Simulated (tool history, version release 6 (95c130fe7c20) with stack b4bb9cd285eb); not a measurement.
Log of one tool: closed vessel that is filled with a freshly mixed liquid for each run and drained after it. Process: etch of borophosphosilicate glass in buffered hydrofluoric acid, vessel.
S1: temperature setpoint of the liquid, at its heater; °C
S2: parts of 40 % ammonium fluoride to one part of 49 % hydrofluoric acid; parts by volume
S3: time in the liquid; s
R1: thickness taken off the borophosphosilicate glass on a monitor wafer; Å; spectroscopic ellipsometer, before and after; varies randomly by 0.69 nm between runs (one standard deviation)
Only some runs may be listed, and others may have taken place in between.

| run | day | S1 | S2 | S3 | R1 |
|---|---|---|---|---|---|
| 1 | 0.000 | 24.0 | 11.0 | 30 | 428.78 |
| 2 | 0.162 | 21.5 | 11.0 | 30 | 383.00 |
| 3 | 0.375 | 23.5 | 11.0 | 30 | 417.56 |
| 4 | 0.650 | 25.0 | 10.0 | 30 | 497.27 |
| 5 | 0.742 | 26.0 | 9.5 | 30 | 542.84 |
| 6 | 1.062 | 27.0 | 9.0 | 30 | 600.48 |
| 7 | 1.350 | 28.0 | 8.5 | 30 | 673.93 |
| 8 | 1.679 | 28.5 | 8.5 | 30 | 680.34 |
| 9 | 1.879 | 29.0 | 8.5 | 30 | 710.35 |
| 10 | 2.112 | 29.5 | 8.5 | 30 | 718.66 |
| 11 | 2.412 | 32.0 | 7.0 | 30 | 1017.90 |
| 12 | 2.558 | 31.5 | 7.0 | 30 | 987.24 |

What will run 13 give?
| 13 | 2.646 | 31.0 | 7.0 | 30 | ? |

Run 13 came out at R1 959.58 Å.

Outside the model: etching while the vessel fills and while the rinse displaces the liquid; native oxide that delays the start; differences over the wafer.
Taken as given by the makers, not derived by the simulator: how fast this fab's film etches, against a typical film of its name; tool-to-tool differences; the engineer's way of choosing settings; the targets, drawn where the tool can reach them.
